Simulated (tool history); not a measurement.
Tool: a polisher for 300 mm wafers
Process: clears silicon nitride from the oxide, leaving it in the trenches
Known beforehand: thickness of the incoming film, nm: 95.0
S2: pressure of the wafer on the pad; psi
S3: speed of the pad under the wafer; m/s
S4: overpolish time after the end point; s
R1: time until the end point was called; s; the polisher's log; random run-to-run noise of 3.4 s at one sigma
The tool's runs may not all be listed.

Run 1, day 0.000: flow of slurry (ml/min) 300, S2 2.2 psi, S3 0.90 m/s, S4 8 s. Result: R1 164.11 s.
Run 2, day 0.233: flow of slurry (ml/min) 245, S2 2.2 psi, S3 0.90 m/s, S4 8 s. Result: R1 168.17 s.
Run 3, day 0.446: flow of slurry (ml/min) 295, S2 2.2 psi, S3 0.90 m/s, S4 8 s. Result: R1 165.19 s.
Run 4, day 0.704: flow of slurry (ml/min) 335, S2 2.2 psi, S3 0.90 m/s, S4 8 s. Result: R1 166.09 s.
Run 5, day 0.871: flow of slurry (ml/min) 335, S2 2.0 psi, S3 0.90 m/s, S4 8 s. Result: R1 184.63 s.
Run 6, day 1.108: flow of slurry (ml/min) 390, S2 2.0 psi, S3 0.90 m/s, S4 8 s. Result: R1 184.71 s.
Run 7, day 1.288: flow of slurry (ml/min) 390, S2 1.9 psi, S3 0.90 m/s, S4 8 s. Result: R1 188.77 s.
Run 8, day 1.321: flow of slurry (ml/min) 390, S2 1.8 psi, S3 0.90 m/s, S4 8 s. Result: R1 192.81 s.

What will run 9 give?
Run 9, day 1.504: flow of slurry (ml/min) 390, S2 1.2 psi, S3 0.88 m/s, S4 8 s. Result: R1 ?.

{"run 9": {"R1": 286.06}}

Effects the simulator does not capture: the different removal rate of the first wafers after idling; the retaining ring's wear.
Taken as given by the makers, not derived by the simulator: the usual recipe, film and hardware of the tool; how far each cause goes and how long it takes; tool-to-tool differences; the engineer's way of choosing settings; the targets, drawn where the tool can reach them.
